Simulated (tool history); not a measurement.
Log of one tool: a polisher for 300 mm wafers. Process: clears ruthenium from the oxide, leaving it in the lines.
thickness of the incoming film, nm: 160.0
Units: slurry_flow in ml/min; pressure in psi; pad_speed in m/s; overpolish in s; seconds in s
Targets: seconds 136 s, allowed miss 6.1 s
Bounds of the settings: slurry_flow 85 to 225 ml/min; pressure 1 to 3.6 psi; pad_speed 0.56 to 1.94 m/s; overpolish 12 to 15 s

run,hour,slurry_flow,pressure,pad_speed,overpolish,seconds
1,0,145,2.3,1.24,15,105.27
2,4.8,125,2.3,1.24,15,107.81
3,6.6,95,2.3,1.24,15,111.97
4,8.3,95,2.2,1.24,15,117.75
5,11.6,95,2.2,1.24,12,115.7
6,15.6,95,2.2,1.24,12,116.91
7,20,95,2.1,1.24,12,119.11
8,22,95,2,1.24,12,123.03

Which of these 5 next moves meets every target?
A,24,115,2.3,1.26,12,?
B,24,90,2.1,1.44,12,?
C,24,90,2.1,1.12,12,?
D,24,100,2,1.3,12,?
E,24,110,2.2,1.28,14,?

move,seconds
A,106.22
B,104.11
C,132.88
D,118.39
E,109.35
A: further off than the last run
B: further off than the last run
C: meets every target
D: further off than the last run
E: further off than the last run
Answer: C
